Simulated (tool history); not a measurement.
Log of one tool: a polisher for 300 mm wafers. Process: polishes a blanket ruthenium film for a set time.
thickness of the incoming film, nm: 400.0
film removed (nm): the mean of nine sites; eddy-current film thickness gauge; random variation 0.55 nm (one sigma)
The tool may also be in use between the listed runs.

run,hour,flow of slurry (ml/min),pressure of the wafer on the pad (psi),speed of the pad under the wafer (cm/s),polishing time (s),film removed (nm)
1,0.0,220,1.7,86,54,46.263
2,2.2,225,1.8,86,54,48.035
3,4.3,225,1.8,68,54,38.370
4,6.9,225,1.8,68,54,38.937
5,11.7,180,1.8,68,54,36.871
6,17.2,180,1.6,68,54,34.395
7,23.9,190,1.9,72,54,41.641
8,30.4,190,2.4,78,54,54.643
9,37.4,205,2.5,78,54,56.475
10,40.9,210,2.6,80,54,60.783
11,43.4,215,2.6,80,54,62.044

The next listed run, before its measurement:
12,50.3,220,2.6,80,54,?

film removed (nm): 60.774
